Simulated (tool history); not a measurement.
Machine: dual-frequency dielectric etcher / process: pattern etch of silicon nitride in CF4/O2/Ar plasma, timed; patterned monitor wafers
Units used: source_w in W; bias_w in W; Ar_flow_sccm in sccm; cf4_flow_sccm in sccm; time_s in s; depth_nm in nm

run	hour	source_w	bias_w	Ar_flow_sccm	cf4_flow_sccm	time_s	depth_nm
1	0.0	380	47	72	124	601.0	888.72
2	1.1	370	47	72	124	601.0	871.19
3	7.7	370	47	72	114	601.0	861.07
4	13.1	370	47	81	114	601.0	856.62
5	17.1	360	47	81	114	601.0	833.32
6	22.5	360	47	81	114	628.5	879.82
7	31.6	360	47	81	114	628.5	871.55
8	37.5	350	47	81	114	628.5	850.39
9	43.4	340	47	81	114	628.5	841.11
10	49.0	330	47	81	114	628.5	818.81
11	51.4	320	47	81	114	628.5	793.22

What does the tool deliver on the next run?
12	53.1	300	47	81	114	628.5	?

depth_nm: 758.64 nm
